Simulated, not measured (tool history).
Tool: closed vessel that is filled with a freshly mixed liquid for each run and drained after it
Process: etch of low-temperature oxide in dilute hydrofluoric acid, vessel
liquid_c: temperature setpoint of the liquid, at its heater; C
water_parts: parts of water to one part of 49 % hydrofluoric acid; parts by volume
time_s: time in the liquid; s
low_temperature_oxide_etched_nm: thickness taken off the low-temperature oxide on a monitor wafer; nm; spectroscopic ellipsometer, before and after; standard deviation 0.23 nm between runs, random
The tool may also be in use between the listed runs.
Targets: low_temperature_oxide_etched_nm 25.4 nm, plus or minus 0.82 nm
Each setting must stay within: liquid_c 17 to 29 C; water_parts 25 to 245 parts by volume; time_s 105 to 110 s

run	day	liquid_c	water_parts	time_s	low_temperature_oxide_etched_nm
1	0	21	135	105	12.321
2	0.138	23.5	120	105	15.592
3	0.262	25	110	105	18.312
4	0.446	26	105	105	19.911
5	0.496	26	105	110	21.029
6	0.838	27	100	110	22.956
7	0.929	27.5	100	110	23.357
8	1.146	28	100	110	23.769
9	1.233	28.5	100	110	24.31

Exercise: of the 5 proposed moves below, exactly one satisfies all targets within the stated allowed misses. Which move is it?
A	1.321	27.5	95	105	?
B	1.321	28	90	105	?
C	1.321	27.5	85	110	?
D	1.321	29	90	110	?
E	1.321	28	100	110	?

move	low_temperature_oxide_etched_nm
A	23.813
B	25.799
C	28.262
D	28.084
E	23.996
A: its largest miss is bigger than the last run's
B: every result within its allowed miss
C: takes the biggest miss from the last run beyond its target
D: takes the biggest miss from the last run beyond its target
E: its largest miss is bigger than the last run's
Answer: B

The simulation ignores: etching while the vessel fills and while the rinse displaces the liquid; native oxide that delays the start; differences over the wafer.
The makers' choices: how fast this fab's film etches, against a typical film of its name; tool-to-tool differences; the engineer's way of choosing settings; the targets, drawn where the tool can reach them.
